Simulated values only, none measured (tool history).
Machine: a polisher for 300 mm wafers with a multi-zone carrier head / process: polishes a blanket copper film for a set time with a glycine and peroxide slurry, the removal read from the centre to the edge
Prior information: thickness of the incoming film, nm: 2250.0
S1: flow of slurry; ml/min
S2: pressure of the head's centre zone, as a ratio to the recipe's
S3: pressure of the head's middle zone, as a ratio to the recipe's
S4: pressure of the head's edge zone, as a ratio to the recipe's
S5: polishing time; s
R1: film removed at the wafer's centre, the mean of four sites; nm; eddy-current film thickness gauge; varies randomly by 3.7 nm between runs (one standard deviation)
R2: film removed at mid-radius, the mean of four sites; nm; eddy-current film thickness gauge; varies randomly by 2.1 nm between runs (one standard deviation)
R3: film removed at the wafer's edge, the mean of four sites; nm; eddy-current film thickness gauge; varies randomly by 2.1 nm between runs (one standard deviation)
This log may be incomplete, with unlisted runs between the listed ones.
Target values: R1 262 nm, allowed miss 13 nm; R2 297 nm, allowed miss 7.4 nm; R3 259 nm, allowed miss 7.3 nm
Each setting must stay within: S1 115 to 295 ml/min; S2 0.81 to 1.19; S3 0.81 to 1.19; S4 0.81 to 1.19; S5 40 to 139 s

Run 1, hour 0: S1 190 ml/min, S2 1, S3 1, S4 1, S5 89 s. Result: R1 337.17 nm, R2 336.51 nm, R3 343.43 nm.
Run 2, hour 8.4: S1 190 ml/min, S2 1, S3 0.97, S4 1, S5 89 s. Result: R1 339.48 nm, R2 325.25 nm, R3 343.88 nm.
Run 3, hour 14.4: S1 190 ml/min, S2 1.05, S3 0.97, S4 1, S5 89 s. Result: R1 348.56 nm, R2 323.4 nm, R3 352.81 nm.
Run 4, hour 17.5: S1 185 ml/min, S2 1.02, S3 0.97, S4 0.98, S5 88 s. Result: R1 337.08 nm, R2 321 nm, R3 334.48 nm.
Run 5, hour 22.7: S1 180 ml/min, S2 1, S3 0.97, S4 0.97, S5 87 s. Result: R1 327.15 nm, R2 317.13 nm, R3 332.3 nm.
Run 6, hour 30.7: S1 180 ml/min, S2 1.04, S3 0.97, S4 0.97, S5 87 s. Result: R1 337.37 nm, R2 315.91 nm, R3 327.27 nm.
Run 7, hour 36: S1 175 ml/min, S2 1.02, S3 0.97, S4 0.95, S5 86 s. Result: R1 327.67 nm, R2 311.36 nm, R3 322.2 nm.
Run 8, hour 43.6: S1 170 ml/min, S2 1.01, S3 0.98, S4 0.94, S5 85 s. Result: R1 313.72 nm, R2 307.42 nm, R3 318.6 nm.
Run 9, hour 48.7: S1 170 ml/min, S2 1.01, S3 0.98, S4 0.94, S5 85 s. Result: R1 320.07 nm, R2 310.11 nm, R3 320.36 nm.
Run 10, hour 50.8: S1 180 ml/min, S2 1, S3 0.99, S4 0.93, S5 83 s. Result: R1 309.66 nm, R2 308.53 nm, R3 310.35 nm.
Run 11, hour 58.5: S1 180 ml/min, S2 1, S3 1, S4 0.92, S5 82 s. Result: R1 310.27 nm, R2 311.24 nm, R3 306.83 nm.
Run 12, hour 67.5: S1 180 ml/min, S2 0.99, S3 1.01, S4 0.91, S5 81 s. Result: R1 305.19 nm, R2 305.87 nm, R3 299.02 nm.
Run 13, hour 74.4: S1 180 ml/min, S2 0.98, S3 1.02, S4 0.9, S5 80 s. Result: R1 295.49 nm, R2 305.51 nm, R3 298.21 nm.
Run 14, hour 81.5: S1 180 ml/min, S2 0.98, S3 1.03, S4 0.89, S5 79 s. Result: R1 293.08 nm, R2 303.54 nm, R3 288.59 nm.

Below are 4 possible settings for the next run. Only one of them brings all results inside the allowed miss of their targets. Which is it?
Run A, hour 88.6: S1 140 ml/min, S2 0.95, S3 1.1, S4 0.81, S5 76 s. Result: R1 ?, R2 ?, R3 ?.
Run B, hour 88.6: S1 150 ml/min, S2 1.02, S3 0.98, S4 0.99, S5 90 s. Result: R1 ?, R2 ?, R3 ?.
Run C, hour 88.6: S1 180 ml/min, S2 1.04, S3 0.93, S4 0.97, S5 88 s. Result: R1 ?, R2 ?, R3 ?.
Run D, hour 88.6: S1 200 ml/min, S2 0.98, S3 0.97, S4 0.89, S5 83 s. Result: R1 ?, R2 ?, R3 ?.

move      R1      R2      R3
   A  260.17   293.9  259.47
   B  332.28  319.29  341.58
   C  341.58  307.77  338.04
   D  311.07  305.41  309.08
A: hits every target within its allowed miss
B: further off than the last run
C: further off than the last run
D: further off than the last run
Move A is the one to make.

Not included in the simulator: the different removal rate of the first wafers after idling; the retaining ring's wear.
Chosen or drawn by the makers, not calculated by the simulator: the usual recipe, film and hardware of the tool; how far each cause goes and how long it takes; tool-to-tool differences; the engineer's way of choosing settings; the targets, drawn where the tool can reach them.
